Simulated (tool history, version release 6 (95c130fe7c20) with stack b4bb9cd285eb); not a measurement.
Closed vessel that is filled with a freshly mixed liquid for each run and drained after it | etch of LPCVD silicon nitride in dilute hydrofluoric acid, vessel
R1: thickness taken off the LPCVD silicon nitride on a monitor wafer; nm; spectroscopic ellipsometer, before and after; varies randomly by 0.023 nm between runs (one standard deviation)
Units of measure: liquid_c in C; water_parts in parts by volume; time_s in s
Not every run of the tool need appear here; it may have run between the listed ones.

Run 1, day 0.000: liquid_c 24.0 C, water_parts 120 parts by volume, time_s 1025 s. Result: R1 4.1353 nm.
Run 2, day 0.262: liquid_c 25.5 C, water_parts 120 parts by volume, time_s 1025 s. Result: R1 4.5709 nm.
Run 3, day 0.417: liquid_c 29.0 C, water_parts 120 parts by volume, time_s 1025 s. Result: R1 5.6870 nm.
Run 4, day 0.700: liquid_c 29.0 C, water_parts 140 parts by volume, time_s 1025 s. Result: R1 4.9130 nm.
Run 5, day 0.742: liquid_c 29.5 C, water_parts 135 parts by volume, time_s 1025 s. Result: R1 5.2543 nm.
Run 6, day 0.788: liquid_c 30.0 C, water_parts 135 parts by volume, time_s 1025 s. Result: R1 5.4026 nm.

Estimate the outcome of run 7 from the log above:
Run 7, day 0.925: liquid_c 30.5 C, water_parts 135 parts by volume, time_s 1025 s. Result: R1 ?.

R1: 5.5662 nm

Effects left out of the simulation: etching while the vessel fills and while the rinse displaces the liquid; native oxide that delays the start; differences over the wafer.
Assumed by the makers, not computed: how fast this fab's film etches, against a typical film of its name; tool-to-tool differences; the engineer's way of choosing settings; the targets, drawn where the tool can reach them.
